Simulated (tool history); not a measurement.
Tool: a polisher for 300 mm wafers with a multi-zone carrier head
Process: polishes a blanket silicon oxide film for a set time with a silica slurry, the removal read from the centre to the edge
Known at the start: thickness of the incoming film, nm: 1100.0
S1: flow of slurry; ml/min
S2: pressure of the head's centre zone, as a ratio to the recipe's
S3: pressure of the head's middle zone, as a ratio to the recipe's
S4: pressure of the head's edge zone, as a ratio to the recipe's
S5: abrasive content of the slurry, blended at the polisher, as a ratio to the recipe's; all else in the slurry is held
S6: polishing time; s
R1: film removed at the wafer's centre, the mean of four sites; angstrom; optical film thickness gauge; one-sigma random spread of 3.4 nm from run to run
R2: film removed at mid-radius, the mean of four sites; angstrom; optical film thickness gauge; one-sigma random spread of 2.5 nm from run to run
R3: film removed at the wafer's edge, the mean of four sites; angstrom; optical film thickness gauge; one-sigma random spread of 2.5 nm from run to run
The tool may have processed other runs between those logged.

| run | hour | S1 | S2 | S3 | S4 | S5 | S6 | R1 | R2 | R3 |
|---|---|---|---|---|---|---|---|---|---|---|
| 1 | 0.0 | 215 | 1.00 | 1.00 | 1.00 | 1.00 | 88 | 1507.4 | 1472.1 | 1382.5 |
| 2 | 7.6 | 215 | 1.00 | 0.93 | 1.00 | 1.00 | 88 | 1490.3 | 1381.1 | 1365.8 |
| 3 | 9.9 | 265 | 1.00 | 0.93 | 1.00 | 1.00 | 88 | 1563.3 | 1420.0 | 1402.1 |
| 4 | 10.6 | 265 | 1.00 | 0.93 | 1.00 | 1.00 | 106 | 1872.4 | 1675.0 | 1687.1 |
| 5 | 19.4 | 265 | 1.00 | 1.00 | 1.00 | 1.00 | 106 | 1871.0 | 1801.9 | 1662.3 |
| 6 | 27.6 | 265 | 1.02 | 1.01 | 1.01 | 1.10 | 107 | 2017.7 | 1899.7 | 1746.5 |
| 7 | 35.8 | 265 | 1.03 | 1.02 | 1.02 | 1.20 | 108 | 2084.4 | 1943.9 | 1783.0 |
| 8 | 39.8 | 265 | 1.04 | 1.03 | 1.03 | 1.25 | 110 | 2106.7 | 2064.5 | 1886.1 |
| 9 | 41.7 | 270 | 1.07 | 1.03 | 1.03 | 1.30 | 111 | 2288.8 | 2103.6 | 1940.8 |
| 10 | 42.6 | 270 | 1.08 | 1.04 | 1.03 | 1.35 | 111 | 2353.2 | 2200.4 | 1978.2 |

What does the tool deliver on the next run?
| 11 | 45.8 | 290 | 1.13 | 1.04 | 1.07 | 1.40 | 111 | ? | ? | ? |

Run 11 measured R1 2427.8 angstrom, R2 2163.4 angstrom, R3 2032.0 angstrom.
